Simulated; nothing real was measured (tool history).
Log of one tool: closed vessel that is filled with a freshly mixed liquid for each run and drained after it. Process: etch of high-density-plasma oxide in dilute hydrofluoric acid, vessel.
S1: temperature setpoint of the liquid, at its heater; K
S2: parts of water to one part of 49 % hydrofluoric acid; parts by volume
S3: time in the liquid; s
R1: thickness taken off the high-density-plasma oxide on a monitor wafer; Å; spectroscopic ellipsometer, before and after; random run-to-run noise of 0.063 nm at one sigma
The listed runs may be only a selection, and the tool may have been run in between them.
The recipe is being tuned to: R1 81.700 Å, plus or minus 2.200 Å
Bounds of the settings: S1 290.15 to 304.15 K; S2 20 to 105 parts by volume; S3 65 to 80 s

{"run": 1, "hour": 0.0, "S1": 296.15, "S2": 55, "S3": 80, "R1": 138.51}
{"run": 2, "hour": 0.5, "S1": 295.65, "S2": 55, "S3": 80, "R1": 133.69}
{"run": 3, "hour": 3.6, "S1": 295.65, "S2": 70, "S3": 80, "R1": 104.05}
{"run": 4, "hour": 6.0, "S1": 295.15, "S2": 70, "S3": 80, "R1": 100.79}
{"run": 5, "hour": 10.9, "S1": 298.15, "S2": 70, "S3": 80, "R1": 114.03}
{"run": 6, "hour": 18.0, "S1": 296.15, "S2": 70, "S3": 80, "R1": 106.13}
{"run": 7, "hour": 22.9, "S1": 295.65, "S2": 70, "S3": 80, "R1": 104.15}
{"run": 8, "hour": 24.5, "S1": 295.15, "S2": 70, "S3": 80, "R1": 102.35}
{"run": 9, "hour": 30.6, "S1": 294.65, "S2": 70, "S3": 80, "R1": 100.02}
{"run": 10, "hour": 37.2, "S1": 294.15, "S2": 70, "S3": 80, "R1": 96.245}
{"run": 11, "hour": 39.2, "S1": 293.65, "S2": 70, "S3": 80, "R1": 94.531}
{"run": 12, "hour": 41.9, "S1": 293.15, "S2": 70, "S3": 80, "R1": 93.972}
{"run": 13, "hour": 47.4, "S1": 292.65, "S2": 70, "S3": 80, "R1": 91.816}

4 next moves are on the table. One of them brings every result within its allowed miss. Which?
{"run": "A", "hour": 52.9, "S1": 294.65, "S2": 75, "S3": 70, "R1": "?"}
{"run": "B", "hour": 52.9, "S1": 293.15, "S2": 55, "S3": 65, "R1": "?"}
{"run": "C", "hour": 52.9, "S1": 291.15, "S2": 65, "S3": 65, "R1": "?"}
{"run": "D", "hour": 52.9, "S1": 290.15, "S2": 65, "S3": 80, "R1": "?"}

move=A R1=82.078
move=B R1=99.986
move=C R1=76.811
move=D R1=90.566
A: hits every target within its allowed miss
B: moves away from the targets compared with the last run
C: carries the result that was furthest off beyond its target, to the other side
D: gains on the last run, yet a result remains outside its allowed miss
Correct choice: A, which meets every target
